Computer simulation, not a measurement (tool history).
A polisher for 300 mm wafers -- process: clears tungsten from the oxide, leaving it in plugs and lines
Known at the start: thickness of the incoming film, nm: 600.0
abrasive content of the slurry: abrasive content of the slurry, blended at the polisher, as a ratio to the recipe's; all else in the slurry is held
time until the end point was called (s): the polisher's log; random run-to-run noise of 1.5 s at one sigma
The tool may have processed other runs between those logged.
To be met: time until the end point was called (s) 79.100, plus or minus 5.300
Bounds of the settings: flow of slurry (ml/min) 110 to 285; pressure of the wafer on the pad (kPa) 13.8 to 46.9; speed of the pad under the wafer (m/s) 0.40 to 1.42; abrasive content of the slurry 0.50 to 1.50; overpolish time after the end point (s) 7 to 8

| run | hour | flow of slurry (ml/min) | pressure of the wafer on the pad (kPa) | speed of the pad under the wafer (m/s) | abrasive content of the slurry | overpolish time after the end point (s) | time until the end point was called (s) |
|---|---|---|---|---|---|---|---|
| 1 | 0.0 | 180 | 30.3 | 0.90 | 1.00 | 8 | 136.190 |
| 2 | 5.1 | 180 | 30.3 | 0.98 | 1.00 | 8 | 125.450 |
| 3 | 11.5 | 180 | 31.7 | 0.98 | 1.00 | 8 | 119.860 |
| 4 | 19.2 | 155 | 31.7 | 0.98 | 1.00 | 8 | 121.160 |
| 5 | 19.9 | 155 | 31.7 | 0.78 | 1.00 | 8 | 150.660 |
| 6 | 26.4 | 155 | 33.1 | 0.80 | 1.00 | 8 | 144.390 |
| 7 | 29.9 | 155 | 34.5 | 0.82 | 1.00 | 8 | 138.650 |
| 8 | 34.0 | 155 | 35.9 | 0.86 | 1.00 | 8 | 125.450 |
|  | 39.5 | head pressure recalibrated |
| 9 | 39.5 | 155 | 37.2 | 0.88 | 1.00 | 8 | 111.450 |
| 10 | 42.0 | 155 | 37.9 | 0.88 | 1.00 | 8 | 113.080 |
| 11 | 46.2 | 155 | 38.6 | 0.90 | 1.00 | 8 | 107.910 |
| 12 | 49.5 | 155 | 39.3 | 0.90 | 1.00 | 8 | 107.280 |
| 13 | 55.6 | 155 | 40.0 | 0.92 | 1.00 | 8 | 102.470 |
| 14 | 64.4 | 155 | 40.7 | 0.92 | 1.00 | 8 | 101.370 |
| 15 | 68.8 | 155 | 41.4 | 0.94 | 1.00 | 8 | 96.645 |
| 16 | 71.3 | 155 | 42.1 | 0.94 | 1.00 | 8 | 99.587 |
| 17 | 77.4 | 155 | 42.7 | 0.96 | 1.00 | 8 | 96.113 |
| 18 | 86.2 | 155 | 43.4 | 0.98 | 1.00 | 8 | 91.578 |

Exactly one of the 4 candidate moves below puts every result within its allowed miss. Which one?
| A | 95.0 | 115 | 42.7 | 1.00 | 0.65 | 8 | ? |
| B | 95.0 | 125 | 46.9 | 0.86 | 0.80 | 7 | ? |
| C | 95.0 | 120 | 46.9 | 1.04 | 1.45 | 8 | ? |
| D | 95.0 | 115 | 37.9 | 1.08 | 1.05 | 8 | ? |

| move | time until the end point was called (s) |
|---|---|
| A | 103.190 |
| B | 105.510 |
| C | 79.789 |
| D | 97.069 |
A: moves away from the targets compared with the last run
B: moves away from the targets compared with the last run
C: in spec on every target
D: moves away from the targets compared with the last run
C meets every target.
